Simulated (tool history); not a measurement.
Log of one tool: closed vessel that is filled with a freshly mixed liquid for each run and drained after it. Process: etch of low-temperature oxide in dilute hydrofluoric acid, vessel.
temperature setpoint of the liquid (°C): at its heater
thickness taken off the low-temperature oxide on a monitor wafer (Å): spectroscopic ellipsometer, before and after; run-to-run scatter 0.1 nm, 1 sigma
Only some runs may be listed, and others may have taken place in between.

run  hour  temperature setpoint of the liquid (°C)  parts of water to one part of 49 % hydrofluoric acid (parts by volume)  time in the liquid (s)  thickness taken off the low-temperature oxide on a monitor wafer (Å)
  1   0.0                                     20.0                                                                     165                     450                                                                226.05
  2   6.7                                     20.0                                                                     165                     450                                                                226.33
  3  13.1                                     20.0                                                                     110                     450                                                                357.05
  4  17.3                                     18.5                                                                     110                     450                                                                336.79
  5  19.5                                     18.5                                                                     110                     450                                                                333.73
  6  24.8                                     17.0                                                                     110                     450                                                                316.70
  7  30.9                                     17.0                                                                     115                     450                                                                299.72

Expected results for the next run?
  8  39.4                                     17.0                                                                     120                     450                                                                     ?

{"run 8": {"thickness taken off the low-temperature oxide on a monitor wafer (Å)": 289.14}}
